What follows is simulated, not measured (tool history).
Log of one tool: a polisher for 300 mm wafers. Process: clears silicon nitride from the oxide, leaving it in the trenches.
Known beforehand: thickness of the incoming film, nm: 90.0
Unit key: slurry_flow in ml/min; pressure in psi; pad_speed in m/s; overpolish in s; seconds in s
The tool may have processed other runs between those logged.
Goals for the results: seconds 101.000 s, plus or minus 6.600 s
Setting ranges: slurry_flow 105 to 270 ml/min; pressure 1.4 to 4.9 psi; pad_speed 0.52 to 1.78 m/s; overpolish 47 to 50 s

run	hour	slurry_flow	pressure	pad_speed	overpolish	seconds
1	0.0	175	3.1	1.14	47	70.512
2	2.9	175	3.1	1.14	50	70.072
3	5.4	175	3.7	1.14	50	62.251
4	6.6	175	3.5	1.12	50	65.535
5	12.3	175	3.3	1.10	50	70.309
6	18.3	175	3.1	1.08	50	76.406
7	25.1	175	3.0	1.08	50	77.835
8	27.4	175	2.9	1.08	50	78.983
9	29.9	175	2.8	1.08	50	82.737

5 next moves are on the table. One of them brings every result within its allowed miss. Which?
A	32.4	200	2.2	1.02	50	?
B	32.4	165	3.1	1.16	47	?
C	32.4	245	2.7	1.18	50	?
D	32.4	165	2.2	0.86	50	?
E	32.4	175	1.7	1.04	50	?

move	seconds
A	99.324
B	70.830
C	72.913
D	120.450
E	117.690
A: in spec on every target
B: misses by more than the last run did
C: misses by more than the last run did
D: takes the result that was furthest off past its target
E: takes the result that was furthest off past its target
A is the move that brings every result within its allowed miss.
